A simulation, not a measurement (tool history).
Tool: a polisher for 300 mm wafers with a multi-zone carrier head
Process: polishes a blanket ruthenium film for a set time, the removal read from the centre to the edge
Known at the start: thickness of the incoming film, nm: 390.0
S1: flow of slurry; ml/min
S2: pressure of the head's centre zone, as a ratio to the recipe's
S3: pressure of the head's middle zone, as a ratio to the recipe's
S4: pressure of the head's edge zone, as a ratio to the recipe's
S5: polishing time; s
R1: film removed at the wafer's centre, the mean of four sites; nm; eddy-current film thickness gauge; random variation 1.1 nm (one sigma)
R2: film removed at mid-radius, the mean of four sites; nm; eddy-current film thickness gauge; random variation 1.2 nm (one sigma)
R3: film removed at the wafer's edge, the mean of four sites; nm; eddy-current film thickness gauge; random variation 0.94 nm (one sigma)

{"run": 1, "hour": 0.0, "S1": 160, "S2": 1.0, "S3": 1.0, "S4": 1.0, "S5": 52, "R1": 110.24, "R2": 106.51, "R3": 111.11}
{"run": 2, "hour": 3.1, "S1": 150, "S2": 0.96, "S3": 0.95, "S4": 0.99, "S5": 51, "R1": 99.685, "R2": 100.38, "R3": 108.33}
{"run": 3, "hour": 9.1, "S1": 140, "S2": 0.96, "S3": 0.91, "S4": 0.99, "S5": 50, "R1": 98.995, "R2": 92.977, "R3": 104.34}
{"run": 4, "hour": 12.5, "S1": 130, "S2": 0.93, "S3": 0.88, "S4": 0.99, "S5": 49, "R1": 89.794, "R2": 88.475, "R3": 102.2}
{"run": 5, "hour": 15.0, "S1": 125, "S2": 0.93, "S3": 0.86, "S4": 0.99, "S5": 49, "R1": 90.337, "R2": 86.163, "R3": 100.87}
{"run": 6, "hour": 19.9, "S1": 125, "S2": 1.02, "S3": 0.86, "S4": 0.99, "S5": 49, "R1": 97.184, "R2": 85.326, "R3": 99.838}
{"run": 7, "hour": 23.2, "S1": 120, "S2": 0.99, "S3": 0.86, "S4": 1.0, "S5": 49, "R1": 96.381, "R2": 84.019, "R3": 102.25}

Forecast run 8:
{"run": 8, "hour": 28.4, "S1": 115, "S2": 0.96, "S3": 0.85, "S4": 0.99, "S5": 49, "R1": "?", "R2": "?", "R3": "?"}

R1: 93.310 nm
R2: 83.137 nm
R3: 101.020 nm

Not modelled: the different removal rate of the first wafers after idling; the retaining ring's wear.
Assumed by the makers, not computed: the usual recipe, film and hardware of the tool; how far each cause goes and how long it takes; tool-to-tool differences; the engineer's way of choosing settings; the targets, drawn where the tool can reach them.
